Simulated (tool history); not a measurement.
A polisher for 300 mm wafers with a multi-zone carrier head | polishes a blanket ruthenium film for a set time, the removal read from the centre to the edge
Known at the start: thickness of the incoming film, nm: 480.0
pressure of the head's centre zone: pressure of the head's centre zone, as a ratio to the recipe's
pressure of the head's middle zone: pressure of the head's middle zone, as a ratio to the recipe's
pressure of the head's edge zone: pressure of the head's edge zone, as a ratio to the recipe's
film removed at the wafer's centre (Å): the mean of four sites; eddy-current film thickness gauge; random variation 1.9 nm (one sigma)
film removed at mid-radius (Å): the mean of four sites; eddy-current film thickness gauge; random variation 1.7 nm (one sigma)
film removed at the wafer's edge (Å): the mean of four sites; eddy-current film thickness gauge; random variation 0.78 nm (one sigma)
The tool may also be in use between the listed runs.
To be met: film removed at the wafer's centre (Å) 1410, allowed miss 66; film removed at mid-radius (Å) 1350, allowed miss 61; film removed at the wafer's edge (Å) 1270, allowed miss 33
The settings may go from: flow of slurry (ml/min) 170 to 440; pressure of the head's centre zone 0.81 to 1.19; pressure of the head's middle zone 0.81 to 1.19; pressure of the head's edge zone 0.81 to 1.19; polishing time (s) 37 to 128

run	hour	flow of slurry (ml/min)	pressure of the head's centre zone	pressure of the head's middle zone	pressure of the head's edge zone	polishing time (s)	film removed at the wafer's centre (Å)	film removed at mid-radius (Å)	film removed at the wafer's edge (Å)
1	0	280	1	1	1	82	961.74	960.65	960.14
2	6.2	285	1.02	1.02	1.02	85	1006.1	1030.3	1012.9
3	10.8	290	1.05	1.03	1.03	87	1098.3	1052.2	1025.6
4	13	290	1.08	1.03	1.03	87	1071.2	1060.1	1023.8
5	15.3	290	1.08	0.95	1.03	87	1116.4	991.73	1042.5
6	23.1	290	1.08	0.95	1.03	94	1199	1070.3	1136
7	24	295	1.09	0.97	1.04	95	1221.9	1075.7	1138
8	28	295	1.1	0.99	1.04	97	1228.2	1152.8	1168.5
9	34.4	305	1.11	1	1.04	98	1249.6	1186.3	1168.6
10	38.9	305	1.12	1.01	1.05	99	1287	1158.6	1199.2
11	39.4	305	1.13	1.02	1.05	100	1315.9	1207.5	1197.8
12	47.9	305	1.13	1.03	1.05	101	1344.1	1214.4	1228
13	53.6	305	1.13	1.04	1.05	102	1380.6	1248.1	1231.4

Which of these 4 next moves meets every target?
A	59.3	395	1.11	1.07	1.01	106	?	?	?
B	59.3	280	1.19	0.96	1.09	104	?	?	?
C	59.3	300	1.1	0.87	1.03	104	?	?	?
D	59.3	325	1.16	1.1	0.98	100	?	?	?

move	film removed at the wafer's centre (Å)	film removed at mid-radius (Å)	film removed at the wafer's edge (Å)
A	1410.6	1345.8	1273.7
B	1434.3	1168.1	1265.1
C	1334.5	1084.3	1241.4
D	1367.1	1279.2	1171.1
A: meets every target
B: further off than the last run
C: further off than the last run
D: further off than the last run
Move A is the one to make.

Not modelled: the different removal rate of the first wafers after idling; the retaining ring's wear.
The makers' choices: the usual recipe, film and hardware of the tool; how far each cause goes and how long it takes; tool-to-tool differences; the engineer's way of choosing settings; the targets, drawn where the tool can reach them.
